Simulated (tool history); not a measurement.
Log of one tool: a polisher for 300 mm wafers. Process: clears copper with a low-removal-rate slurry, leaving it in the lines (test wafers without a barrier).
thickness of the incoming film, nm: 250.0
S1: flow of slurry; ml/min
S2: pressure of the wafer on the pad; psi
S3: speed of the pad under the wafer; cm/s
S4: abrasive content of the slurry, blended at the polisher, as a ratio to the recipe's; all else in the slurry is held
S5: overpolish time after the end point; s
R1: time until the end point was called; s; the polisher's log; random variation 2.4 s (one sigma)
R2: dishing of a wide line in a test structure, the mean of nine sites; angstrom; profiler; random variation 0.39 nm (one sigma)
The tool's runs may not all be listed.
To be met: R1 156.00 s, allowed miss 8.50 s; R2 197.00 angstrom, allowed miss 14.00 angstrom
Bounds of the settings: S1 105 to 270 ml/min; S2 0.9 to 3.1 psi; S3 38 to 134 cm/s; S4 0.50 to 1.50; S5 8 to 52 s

run  hour   S1   S2  S3    S4  S5      R1      R2
  1   0.0  175  2.0  86  1.00  26  129.57  343.66
  2   6.9  175  2.4  86  1.00  26  112.32  399.96
  3   9.8  175  2.4  86  1.00  19  112.05  299.62
  4  15.3  175  2.4  86  1.00  12  113.27  203.07
  5  19.4  175  2.4  94  1.00  12  100.90  222.41
  6  26.3  175  2.3  94  1.00  13  109.35  233.97
  7  29.5  175  2.2  94  1.00  13  113.25  217.19
  8  36.3  175  2.1  94  1.00  13  118.16  209.03
  9  42.8  175  2.0  94  1.00  13  117.36  203.72
 10  48.7  175  1.9  94  1.00  14  126.55  214.94
 11  54.9  175  1.9  94  1.00  14  127.76  205.50
 12  56.2  175  1.7  92  1.00  16  138.61  215.96

Which of these 4 next moves meets every target?
  A  57.5  185  1.4   96  1.00  19   ?   ?
  B  57.5  170  1.7   82  0.95  14   ?   ?
  C  57.5  205  1.5  104  1.45  17   ?   ?
  D  57.5  160  1.6   92  0.85  16   ?   ?

move      R1      R2
   A  157.92  224.70
   B  159.07  172.40
   C  129.20  243.01
   D  155.78  197.16
A: brings the result that was furthest off to its target, and leaves another outside
B: brings the result that was furthest off to its target, and leaves another outside
C: further off than the last run
D: meets every target
The right move is D.

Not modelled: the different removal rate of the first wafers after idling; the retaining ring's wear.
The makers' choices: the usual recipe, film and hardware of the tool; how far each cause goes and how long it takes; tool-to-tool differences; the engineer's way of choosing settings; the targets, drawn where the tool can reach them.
